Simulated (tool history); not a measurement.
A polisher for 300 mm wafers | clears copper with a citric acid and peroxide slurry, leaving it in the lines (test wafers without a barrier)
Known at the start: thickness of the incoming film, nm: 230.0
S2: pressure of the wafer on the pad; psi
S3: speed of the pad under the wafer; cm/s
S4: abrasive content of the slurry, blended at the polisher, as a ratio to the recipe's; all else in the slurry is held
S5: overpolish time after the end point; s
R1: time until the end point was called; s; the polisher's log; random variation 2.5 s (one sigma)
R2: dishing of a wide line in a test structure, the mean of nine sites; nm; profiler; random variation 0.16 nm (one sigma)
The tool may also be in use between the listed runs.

Run 1, hour 0: flow of slurry (ml/min) 130, S2 2.2 psi, S3 116 cm/s, S4 1, S5 24 s. Result: R1 140.59 s, R2 25.61 nm.
Run 2, hour 2.6: flow of slurry (ml/min) 135, S2 2 psi, S3 116 cm/s, S4 1, S5 20 s. Result: R1 149.83 s, R2 21.238 nm.
Run 3, hour 4.2: flow of slurry (ml/min) 140, S2 1.9 psi, S3 116 cm/s, S4 1, S5 17 s. Result: R1 152.41 s, R2 17.381 nm.
Run 4, hour 12.9: flow of slurry (ml/min) 140, S2 1.8 psi, S3 116 cm/s, S4 1, S5 16 s. Result: R1 153.57 s, R2 16.563 nm.
Run 5, hour 18.6: flow of slurry (ml/min) 140, S2 1.8 psi, S3 116 cm/s, S4 0.8, S5 16 s. Result: R1 162.92 s, R2 15.386 nm.
Run 6, hour 19.8: flow of slurry (ml/min) 140, S2 1.7 psi, S3 116 cm/s, S4 0.8, S5 15 s. Result: R1 167.39 s, R2 13.922 nm.
Run 7, hour 25.4: flow of slurry (ml/min) 140, S2 1.7 psi, S3 116 cm/s, S4 0.8, S5 14 s. Result: R1 173.97 s, R2 13.161 nm.
Run 8, hour 28.4: flow of slurry (ml/min) 140, S2 1.7 psi, S3 116 cm/s, S4 0.8, S5 14 s. Result: R1 170.07 s, R2 13.395 nm.

Run 9 comes next. What will it give?
Run 9, hour 29.3: flow of slurry (ml/min) 140, S2 1.7 psi, S3 116 cm/s, S4 0.8, S5 14 s. Result: R1 ?, R2 ?.

R1: 174.6 s
R2: 13.553 nm
